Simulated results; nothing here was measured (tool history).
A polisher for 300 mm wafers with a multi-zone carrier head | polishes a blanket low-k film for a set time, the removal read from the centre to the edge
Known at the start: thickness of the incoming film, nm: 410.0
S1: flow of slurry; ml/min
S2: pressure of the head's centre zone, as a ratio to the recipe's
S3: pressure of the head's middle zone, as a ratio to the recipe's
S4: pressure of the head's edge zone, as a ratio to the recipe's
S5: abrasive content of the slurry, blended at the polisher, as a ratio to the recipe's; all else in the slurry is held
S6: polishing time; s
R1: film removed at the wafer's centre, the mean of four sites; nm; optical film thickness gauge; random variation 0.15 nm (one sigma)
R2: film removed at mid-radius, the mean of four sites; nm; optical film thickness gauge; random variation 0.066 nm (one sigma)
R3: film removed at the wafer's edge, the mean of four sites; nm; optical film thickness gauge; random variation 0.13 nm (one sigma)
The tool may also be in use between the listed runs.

run	hour	S1	S2	S3	S4	S5	S6	R1	R2	R3
1	0	260	1	1	1	1	40	12.323	12.364	12.133
2	2.7	260	1	1	1	1.1	40	12.608	12.666	12.653
3	8.8	260	1	1	1	1.15	40	13.025	12.785	12.819
4	9.6	260	1	1.04	1	1.15	40	12.846	13.222	12.441
5	10.9	260	1	1.04	1.05	1.15	40	12.777	13.348	13.066
6	17.1	255	1.02	1	1.02	1.1	40	12.847	12.806	12.84
7	19.2	260	1.03	0.96	0.98	1.1	40	12.962	12.206	12.332
8	25	260	1.04	0.93	0.97	1.1	40	12.755	11.83	12.474
9	30.4	260	1.07	0.91	0.95	1.1	40	13.303	11.738	12.405

Forecast run 10:
10	33.6	255	1.08	0.89	0.93	1.1	40	?	?	?

R1: 13.51 nm
R2: 11.493 nm
R3: 12.147 nm
